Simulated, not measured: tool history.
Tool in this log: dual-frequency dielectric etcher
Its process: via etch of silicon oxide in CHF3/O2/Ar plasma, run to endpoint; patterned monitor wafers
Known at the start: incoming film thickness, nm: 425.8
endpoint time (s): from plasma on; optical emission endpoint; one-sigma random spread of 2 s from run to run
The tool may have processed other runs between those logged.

{"run": 1, "day": 0.0, "source power (kW)": 0.61, "bias power (kW)": 0.151, "endpoint time (s)": 218.63}
{"run": 2, "day": 0.367, "source power (kW)": 0.61, "bias power (kW)": 0.136, "endpoint time (s)": 228.52}
{"run": 3, "day": 0.412, "source power (kW)": 0.57, "bias power (kW)": 0.128, "endpoint time (s)": 240.84}
{"run": 4, "day": 0.746, "source power (kW)": 0.65, "bias power (kW)": 0.128, "endpoint time (s)": 222.68}
{"run": 5, "day": 0.788, "source power (kW)": 0.65, "bias power (kW)": 0.137, "endpoint time (s)": 218.66}
{"run": 6, "day": 0.833, "source power (kW)": 0.6, "bias power (kW)": 0.13, "endpoint time (s)": 230.05}
{"run": 7, "day": 0.921, "source power (kW)": 0.48, "bias power (kW)": 0.1, "endpoint time (s)": 285.87}

Forecast run 8:
{"run": 8, "day": 1.025, "source power (kW)": 0.47, "bias power (kW)": 0.1, "endpoint time (s)": "?"}

Run 8 yielded endpoint time (s) 289.43.

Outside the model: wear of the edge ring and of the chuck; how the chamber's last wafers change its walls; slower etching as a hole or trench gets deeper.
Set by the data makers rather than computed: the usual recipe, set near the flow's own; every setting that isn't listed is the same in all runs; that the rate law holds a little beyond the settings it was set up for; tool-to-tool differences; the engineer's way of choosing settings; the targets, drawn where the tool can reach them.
